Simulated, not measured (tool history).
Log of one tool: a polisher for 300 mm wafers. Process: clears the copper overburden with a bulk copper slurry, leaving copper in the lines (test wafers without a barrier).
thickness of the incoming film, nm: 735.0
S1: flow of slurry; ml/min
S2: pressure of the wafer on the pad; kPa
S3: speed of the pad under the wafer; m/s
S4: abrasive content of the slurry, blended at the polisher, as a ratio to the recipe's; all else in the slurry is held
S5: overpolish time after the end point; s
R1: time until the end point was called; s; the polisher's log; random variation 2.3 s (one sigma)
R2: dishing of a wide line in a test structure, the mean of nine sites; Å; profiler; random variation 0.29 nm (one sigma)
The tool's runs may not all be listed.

run  hour   S1    S2    S3   S4  S5      R1      R2
  1   0.0  305  16.5  0.96  1.0  18  125.80  476.05
  2   1.9  305  13.1  0.96  1.0  18  157.33  419.02
  3   6.4  305  12.4  0.94  1.0  16  167.75  368.55
  4   7.6  305  11.7  0.92  1.0  14  181.92  320.14
  5  12.9  305  15.2  0.92  1.0  14  140.05  391.90
  6  13.6  305  11.7  0.92  1.0  14  179.93  320.64
  7  16.6  305  11.0  0.90  1.0  13  196.91  286.60
  8  19.9  305  11.0  0.90  1.0  13  197.60  285.85

Run 9 comes next. What will it give?
  9  26.5  305  11.0  0.90  1.0  13   ?   ?

R1: 200.23 s
R2: 281.32 Å
